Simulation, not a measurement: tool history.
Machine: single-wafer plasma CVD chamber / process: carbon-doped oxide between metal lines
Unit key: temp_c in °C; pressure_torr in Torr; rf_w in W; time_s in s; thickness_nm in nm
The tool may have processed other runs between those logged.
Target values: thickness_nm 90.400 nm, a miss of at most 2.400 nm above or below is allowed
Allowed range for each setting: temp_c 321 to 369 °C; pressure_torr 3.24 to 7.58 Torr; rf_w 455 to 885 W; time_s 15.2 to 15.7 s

{"run": 1, "day": 0.0, "temp_c": 345, "pressure_torr": 5.41, "rf_w": 670, "time_s": 15.2, "thickness_nm": 102.95}
{"run": 2, "day": 0.258, "temp_c": 345, "pressure_torr": 6.21, "rf_w": 670, "time_s": 15.2, "thickness_nm": 104.72}
{"run": 3, "day": 0.296, "temp_c": 347, "pressure_torr": 6.08, "rf_w": 645, "time_s": 15.2, "thickness_nm": 101.05}
{"run": 4, "day": 0.35, "temp_c": 347, "pressure_torr": 5.64, "rf_w": 645, "time_s": 15.2, "thickness_nm": 100.64}
{"run": 5, "day": 0.617, "temp_c": 348, "pressure_torr": 5.56, "rf_w": 625, "time_s": 15.2, "thickness_nm": 97.512}
{"run": 6, "day": 0.754, "temp_c": 339, "pressure_torr": 5.56, "rf_w": 625, "time_s": 15.2, "thickness_nm": 100.2}
{"run": 7, "day": 0.804, "temp_c": 340, "pressure_torr": 5.44, "rf_w": 610, "time_s": 15.2, "thickness_nm": 98.893}
{"run": 8, "day": 0.992, "temp_c": 342, "pressure_torr": 5.33, "rf_w": 600, "time_s": 15.2, "thickness_nm": 96.539}
{"run": 9, "day": 1.138, "temp_c": 343, "pressure_torr": 5.24, "rf_w": 590, "time_s": 15.2, "thickness_nm": 95.013}
{"run": 10, "day": 1.254, "temp_c": 344, "pressure_torr": 5.17, "rf_w": 585, "time_s": 15.2, "thickness_nm": 94.597}
{"run": 11, "day": 1.317, "temp_c": 345, "pressure_torr": 5.12, "rf_w": 580, "time_s": 15.2, "thickness_nm": 93.391}

Which of these 4 next moves meets every target?
{"run": "A", "day": 1.379, "temp_c": 342, "pressure_torr": 3.31, "rf_w": 565, "time_s": 15.6, "thickness_nm": "?"}
{"run": "B", "day": 1.379, "temp_c": 335, "pressure_torr": 4.85, "rf_w": 600, "time_s": 15.4, "thickness_nm": "?"}
{"run": "C", "day": 1.379, "temp_c": 349, "pressure_torr": 4.77, "rf_w": 620, "time_s": 15.7, "thickness_nm": "?"}
{"run": "D", "day": 1.379, "temp_c": 350, "pressure_torr": 4.8, "rf_w": 610, "time_s": 15.7, "thickness_nm": "?"}

move=A thickness_nm=90.053
move=B thickness_nm=98.492
move=C thickness_nm=98.590
move=D thickness_nm=97.414
A: all results in spec
B: lands further from the targets than the last run did
C: lands further from the targets than the last run did
D: lands further from the targets than the last run did
A is the move that brings every result within its allowed miss.

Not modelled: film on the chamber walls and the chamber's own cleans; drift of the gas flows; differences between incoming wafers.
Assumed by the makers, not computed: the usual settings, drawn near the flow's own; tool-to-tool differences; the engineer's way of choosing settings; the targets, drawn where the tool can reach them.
